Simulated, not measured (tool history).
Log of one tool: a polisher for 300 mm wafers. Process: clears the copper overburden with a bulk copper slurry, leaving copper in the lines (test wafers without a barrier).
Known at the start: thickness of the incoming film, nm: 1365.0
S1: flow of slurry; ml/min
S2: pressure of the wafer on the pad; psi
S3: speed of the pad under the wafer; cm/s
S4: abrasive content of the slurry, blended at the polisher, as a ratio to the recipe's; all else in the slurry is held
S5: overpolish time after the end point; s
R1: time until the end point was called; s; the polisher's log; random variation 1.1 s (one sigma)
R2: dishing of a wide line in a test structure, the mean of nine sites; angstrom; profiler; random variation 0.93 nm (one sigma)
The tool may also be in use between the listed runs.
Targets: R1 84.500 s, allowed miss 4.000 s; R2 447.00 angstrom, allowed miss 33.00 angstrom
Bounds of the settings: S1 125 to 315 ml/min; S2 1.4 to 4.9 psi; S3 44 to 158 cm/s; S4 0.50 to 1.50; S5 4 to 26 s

run 1 day=0.000 | S1=205 S2=3.1 S3=100 S4=1.00 S5=13 | R1=130.540 R2=752.37
run 2 day=0.350 | S1=205 S2=2.5 S3=100 S4=1.00 S5=13 | R1=160.320 R2=641.36
run 3 day=0.692 | S1=205 S2=2.5 S3=100 S4=1.00 S5=16 | R1=165.810 R2=721.63
run 4 day=0.896 | S1=220 S2=2.3 S3=114 S4=1.10 S5=13 | R1=148.550 R2=631.99
run 5 day=1.092 | S1=255 S2=2.3 S3=114 S4=1.10 S5=13 | R1=148.330 R2=660.35
run 6 day=1.396 | S1=255 S2=2.3 S3=138 S4=1.10 S5=13 | R1=122.840 R2=707.35
run 7 day=1.458 | S1=225 S2=2.3 S3=142 S4=1.20 S5=11 | R1=117.770 R2=647.30
run 8 day=1.667 | S1=200 S2=2.4 S3=146 S4=1.25 S5=9 | R1=108.910 R2=637.96
run 9 day=1.896 | S1=230 S2=2.4 S3=148 S4=1.30 S5=8 | R1=107.980 R2=592.18
run 10 day=2.175 | S1=250 S2=2.5 S3=150 S4=1.35 S5=7 | R1=98.473 R2=579.64
run 11 day=2.396 | S1=265 S2=2.5 S3=152 S4=1.40 S5=6 | R1=95.229 R2=530.89
run 12 day=2.712 | S1=315 S2=2.5 S3=158 S4=1.50 S5=4 | R1=91.353 R2=402.03
run 13 day=3.021 | S1=315 S2=2.5 S3=158 S4=1.50 S5=4 | R1=91.847 R2=417.87

Which of these 5 next moves meets every target?
run A day=3.329 | S1=290 S2=2.7 S3=148 S4=1.50 S5=4 | R1=? R2=?
run B day=3.329 | S1=315 S2=2.5 S3=154 S4=1.50 S5=4 | R1=? R2=?
run C day=3.329 | S1=315 S2=2.4 S3=158 S4=1.50 S5=4 | R1=? R2=?
run D day=3.329 | S1=315 S2=2.4 S3=158 S4=1.10 S5=4 | R1=? R2=?
run E day=3.329 | S1=310 S2=3.5 S3=134 S4=1.05 S5=4 | R1=? R2=?

move=A R1=90.803 R2=404.11
move=B R1=93.447 R2=393.08
move=C R1=94.777 R2=387.65
move=D R1=101.070 R2=368.57
move=E R1=83.310 R2=439.36
A: nearer than the last run, and not there yet
B: further off than the last run
C: further off than the last run
D: further off than the last run
E: meets every target
Move E is the one to make.
